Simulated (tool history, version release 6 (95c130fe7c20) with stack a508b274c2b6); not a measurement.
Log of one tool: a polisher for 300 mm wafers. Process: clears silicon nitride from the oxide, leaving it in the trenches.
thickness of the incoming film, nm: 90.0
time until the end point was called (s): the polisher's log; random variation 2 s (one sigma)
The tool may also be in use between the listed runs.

| run | day | flow of slurry (ml/min) | pressure of the wafer on the pad (kPa) | speed of the pad under the wafer (cm/s) | overpolish time after the end point (s) | time until the end point was called (s) |
|---|---|---|---|---|---|---|
| 1 | 0.000 | 300 | 18.6 | 118 | 12 | 84.244 |
| 2 | 0.346 | 300 | 15.9 | 116 | 12 | 98.808 |
| 3 | 0.412 | 225 | 15.9 | 116 | 12 | 102.750 |
| 4 | 0.788 | 225 | 15.9 | 116 | 12 | 103.560 |
| 5 | 1.088 | 225 | 15.9 | 138 | 12 | 87.973 |
| 6 | 1.408 | 220 | 13.8 | 132 | 12 | 107.380 |
| 7 | 1.521 | 220 | 12.4 | 132 | 12 | 118.520 |

The next listed run, before its measurement:
| 8 | 1.879 | 220 | 11.7 | 132 | 12 | ? |

{"run 8": {"time until the end point was called (s)": 122.6}}
